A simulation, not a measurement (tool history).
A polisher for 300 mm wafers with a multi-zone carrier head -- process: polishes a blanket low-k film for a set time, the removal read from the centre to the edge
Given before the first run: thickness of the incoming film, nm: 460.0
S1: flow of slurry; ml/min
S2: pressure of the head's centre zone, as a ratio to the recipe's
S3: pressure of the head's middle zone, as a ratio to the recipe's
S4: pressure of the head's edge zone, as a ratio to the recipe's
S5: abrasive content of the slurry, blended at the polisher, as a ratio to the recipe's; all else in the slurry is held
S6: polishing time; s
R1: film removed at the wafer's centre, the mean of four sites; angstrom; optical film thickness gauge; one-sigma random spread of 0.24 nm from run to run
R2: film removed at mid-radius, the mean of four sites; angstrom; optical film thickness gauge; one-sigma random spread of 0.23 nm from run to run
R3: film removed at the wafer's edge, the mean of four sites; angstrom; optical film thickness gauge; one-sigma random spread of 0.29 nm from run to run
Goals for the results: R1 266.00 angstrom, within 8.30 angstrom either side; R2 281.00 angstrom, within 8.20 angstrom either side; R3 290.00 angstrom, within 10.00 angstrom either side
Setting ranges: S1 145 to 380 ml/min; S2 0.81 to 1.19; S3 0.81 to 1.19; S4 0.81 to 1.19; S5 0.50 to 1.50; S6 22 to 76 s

run	day	S1	S2	S3	S4	S5	S6	R1	R2	R3
1	0.000	245	1.00	1.00	1.00	1.00	49	254.80	246.00	249.20
2	0.096	250	1.00	1.01	1.02	1.00	49	253.55	255.65	248.57
3	0.179	275	1.00	1.01	1.02	1.00	49	254.42	255.83	257.21
4	0.292	275	1.00	0.96	1.02	1.00	49	255.68	246.03	255.97
5	0.467	275	1.00	0.96	0.96	1.00	49	256.87	245.07	246.39
6	0.550	275	1.00	0.96	0.96	1.10	49	263.23	254.56	255.62
7	0.762	280	1.00	0.96	0.98	1.10	49	267.23	256.79	260.51
8	1.033	330	0.93	1.02	1.08	1.15	49	254.53	277.32	280.16

Next run, 4 choices. One meets every target within its allowed miss, the rest don't. Which?
A	1.304	315	0.93	0.99	1.08	1.10	52	?	?	?
B	1.304	300	0.98	1.11	1.15	1.15	45	?	?	?
C	1.304	320	0.85	1.00	1.13	1.25	48	?	?	?
D	1.304	310	0.86	1.02	1.12	1.25	47	?	?	?

move	R1	R2	R3
A	265.24	281.77	293.63
B	245.47	272.45	265.94
C	236.19	277.11	292.74
D	233.25	275.06	284.59
A: all results land within tolerance of their targets
B: the biggest miss grows against the last run
C: the biggest miss grows against the last run
D: the biggest miss grows against the last run
Go with A: it meets all targets.

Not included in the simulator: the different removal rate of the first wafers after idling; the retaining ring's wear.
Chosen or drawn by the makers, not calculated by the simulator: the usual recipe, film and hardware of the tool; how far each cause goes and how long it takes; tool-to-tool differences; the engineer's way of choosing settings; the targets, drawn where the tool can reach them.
